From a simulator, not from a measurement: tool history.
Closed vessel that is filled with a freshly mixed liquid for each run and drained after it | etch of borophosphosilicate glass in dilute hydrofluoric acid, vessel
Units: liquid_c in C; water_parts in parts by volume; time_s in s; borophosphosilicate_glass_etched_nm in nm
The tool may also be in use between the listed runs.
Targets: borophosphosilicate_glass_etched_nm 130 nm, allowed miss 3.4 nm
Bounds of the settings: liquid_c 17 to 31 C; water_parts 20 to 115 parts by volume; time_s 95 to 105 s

run	hour	liquid_c	water_parts	time_s	borophosphosilicate_glass_etched_nm
1	0	23	65	95	69.309
2	0.9	24	65	95	71.776
3	3.1	24	80	95	57.867
4	6.4	22	80	95	53.029
5	9.3	23	75	95	59.424
6	18.1	23	95	95	45.549
7	19.2	24	90	95	49.918
8	20.7	25	85	95	55.602
9	28.8	25.5	80	95	60.773
10	31.1	26	75	95	67.744
11	33.4	26.5	70	95	73.66
12	37.8	27	65	95	82.233
13	38.9	27.5	60	95	89.928
14	43.8	28	60	95	92.589
15	47.2	28.5	60	95	94.254
16	56.5	31	45	95	141.93
17	65.8	30	45	95	136.05
18	70.2	29.5	45	95	134.58

Which of these 5 next moves meets every target?
A	74.6	30.5	45	95	?
B	74.6	28.5	50	100	?
C	74.6	29.5	50	95	?
D	74.6	30	50	95	?
E	74.6	29	45	95	?

move	borophosphosilicate_glass_etched_nm
A	139.8
B	121.46
C	120.04
D	122.42
E	131.76
A: further off than the last run
B: takes the result that was furthest off past its target
C: takes the result that was furthest off past its target
D: takes the result that was furthest off past its target
E: meets every target
The right move is E.
